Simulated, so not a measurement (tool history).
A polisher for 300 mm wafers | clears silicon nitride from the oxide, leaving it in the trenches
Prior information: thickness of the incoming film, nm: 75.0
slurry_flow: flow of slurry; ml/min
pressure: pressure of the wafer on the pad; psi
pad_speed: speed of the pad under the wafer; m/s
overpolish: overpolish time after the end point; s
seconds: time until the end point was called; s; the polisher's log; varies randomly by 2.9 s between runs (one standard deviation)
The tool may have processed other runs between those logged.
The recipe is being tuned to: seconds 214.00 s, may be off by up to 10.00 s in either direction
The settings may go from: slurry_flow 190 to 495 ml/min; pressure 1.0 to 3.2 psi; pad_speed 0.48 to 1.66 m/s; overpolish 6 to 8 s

{"run": 1, "hour": 0.0, "slurry_flow": 320, "pressure": 2.1, "pad_speed": 1.06, "overpolish": 8, "seconds": 119.83}
{"run": 2, "hour": 4.8, "slurry_flow": 320, "pressure": 1.9, "pad_speed": 1.06, "overpolish": 8, "seconds": 130.81}
{"run": 3, "hour": 8.2, "slurry_flow": 320, "pressure": 1.9, "pad_speed": 0.96, "overpolish": 8, "seconds": 142.61}
{"run": 4, "hour": 9.9, "slurry_flow": 320, "pressure": 1.7, "pad_speed": 0.94, "overpolish": 8, "seconds": 159.69}
{"run": 5, "hour": 10.6, "slurry_flow": 320, "pressure": 2.1, "pad_speed": 0.94, "overpolish": 8, "seconds": 134.8}
{"run": 6, "hour": 17.4, "slurry_flow": 320, "pressure": 1.9, "pad_speed": 0.92, "overpolish": 8, "seconds": 148.98}
{"run": 7, "hour": 19.9, "slurry_flow": 320, "pressure": 1.7, "pad_speed": 0.92, "overpolish": 8, "seconds": 164.54}
{"run": 8, "hour": 23.6, "slurry_flow": 320, "pressure": 1.6, "pad_speed": 0.92, "overpolish": 8, "seconds": 170.03}
{"run": 9, "hour": 31.2, "slurry_flow": 320, "pressure": 1.5, "pad_speed": 0.92, "overpolish": 8, "seconds": 178.14}
{"run": 10, "hour": 36.1, "slurry_flow": 320, "pressure": 1.4, "pad_speed": 0.92, "overpolish": 8, "seconds": 191.09}
{"run": 11, "hour": 41.7, "slurry_flow": 320, "pressure": 1.3, "pad_speed": 0.92, "overpolish": 8, "seconds": 200.06}

Next run, 5 choices. One meets every target within its allowed miss, the rest don't. Which?
{"run": "A", "hour": 47.3, "slurry_flow": 365, "pressure": 1.1, "pad_speed": 0.88, "overpolish": 8, "seconds": "?"}
{"run": "B", "hour": 47.3, "slurry_flow": 345, "pressure": 1.4, "pad_speed": 1.06, "overpolish": 8, "seconds": "?"}
{"run": "C", "hour": 47.3, "slurry_flow": 330, "pressure": 1.4, "pad_speed": 0.8, "overpolish": 6, "seconds": "?"}
{"run": "D", "hour": 47.3, "slurry_flow": 385, "pressure": 1.1, "pad_speed": 0.84, "overpolish": 6, "seconds": "?"}
{"run": "E", "hour": 47.3, "slurry_flow": 385, "pressure": 1.0, "pad_speed": 0.9, "overpolish": 6, "seconds": "?"}

move=A seconds=232.77
move=B seconds=163.01
move=C seconds=213.61
move=D seconds=242.25
move=E seconds=243.35
A: carries the result that was furthest off beyond its target, to the other side
B: moves away from the targets compared with the last run
C: all results in spec
D: carries the result that was furthest off beyond its target, to the other side
E: carries the result that was furthest off beyond its target, to the other side
Correct choice: C, which meets every target

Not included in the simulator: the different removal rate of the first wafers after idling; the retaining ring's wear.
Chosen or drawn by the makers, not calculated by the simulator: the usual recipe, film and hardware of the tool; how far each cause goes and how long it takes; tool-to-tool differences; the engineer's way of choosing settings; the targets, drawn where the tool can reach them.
